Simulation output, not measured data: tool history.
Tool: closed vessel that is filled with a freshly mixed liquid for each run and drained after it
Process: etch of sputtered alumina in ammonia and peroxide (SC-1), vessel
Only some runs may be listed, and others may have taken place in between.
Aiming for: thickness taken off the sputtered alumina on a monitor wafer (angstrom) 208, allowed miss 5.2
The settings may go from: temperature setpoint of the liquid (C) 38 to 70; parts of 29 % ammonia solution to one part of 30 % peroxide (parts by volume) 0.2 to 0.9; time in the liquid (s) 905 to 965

run	day	temperature setpoint of the liquid (C)	parts of 29 % ammonia solution to one part of 30 % peroxide (parts by volume)	time in the liquid (s)	thickness taken off the sputtered alumina on a monitor wafer (angstrom)
1	0	54	0.5	905	379.06
2	0.279	50.5	0.5	905	309.86
3	0.629	57.5	0.5	905	453.29
4	0.762	54.5	0.5	905	391.67
5	1.033	52.5	0.5	905	347.27
6	1.154	50.5	0.5	905	312.89
7	1.462	49	0.5	905	287.73
8	1.717	48	0.5	905	273.7
9	1.829	47	0.5	905	255.95

Which single option among these 4 for the next run brings every result within its allowed miss of target? Just one does.
A	1.942	43.5	0.45	905	?
B	1.942	44.5	0.5	905	?
C	1.942	44.5	0.4	905	?
D	1.942	43.5	0.5	925	?

move	thickness taken off the sputtered alumina on a monitor wafer (angstrom)
A	208.2
B	222.72
C	218.03
D	214.95
A: all results in spec
B: better than the last run, though not everything is in spec
C: better than the last run, though not everything is in spec
D: better than the last run, though not everything is in spec
The move that meets every target is A.
